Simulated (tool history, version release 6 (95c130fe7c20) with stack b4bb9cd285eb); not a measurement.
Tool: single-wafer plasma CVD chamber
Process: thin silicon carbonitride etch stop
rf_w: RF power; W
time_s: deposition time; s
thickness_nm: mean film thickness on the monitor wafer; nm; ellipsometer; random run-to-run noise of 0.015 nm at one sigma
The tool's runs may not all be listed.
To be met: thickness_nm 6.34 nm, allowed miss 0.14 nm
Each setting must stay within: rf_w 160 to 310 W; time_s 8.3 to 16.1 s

run,day,rf_w,time_s,thickness_nm
1,0,235,12.2,7.0448
2,0.2,235,13.1,7.5717
3,0.454,265,13.1,7.9522
4,0.808,240,13.1,7.6169
5,1.175,240,13.7,7.9833
6,1.458,225,13.7,7.761
7,1.729,215,13.4,7.3907
8,1.862,175,12.3,6.1401

Below are 5 possible settings for the next run. Only one of them brings all results inside the allowed miss of their targets. Which is it?
A,1.996,200,12.6,?
B,1.996,185,12.9,?
C,1.996,195,12.7,?
D,1.996,175,12.8,?
E,1.996,195,12.9,?

move,thickness_nm
A,6.7018
B,6.5958
C,6.6705
D,6.3542
E,6.7756
A: carries the result that was furthest off beyond its target, to the other side
B: carries the result that was furthest off beyond its target, to the other side
C: carries the result that was furthest off beyond its target, to the other side
D: every result lands within tolerance
E: carries the result that was furthest off beyond its target, to the other side
D is the move that brings every result within its allowed miss.

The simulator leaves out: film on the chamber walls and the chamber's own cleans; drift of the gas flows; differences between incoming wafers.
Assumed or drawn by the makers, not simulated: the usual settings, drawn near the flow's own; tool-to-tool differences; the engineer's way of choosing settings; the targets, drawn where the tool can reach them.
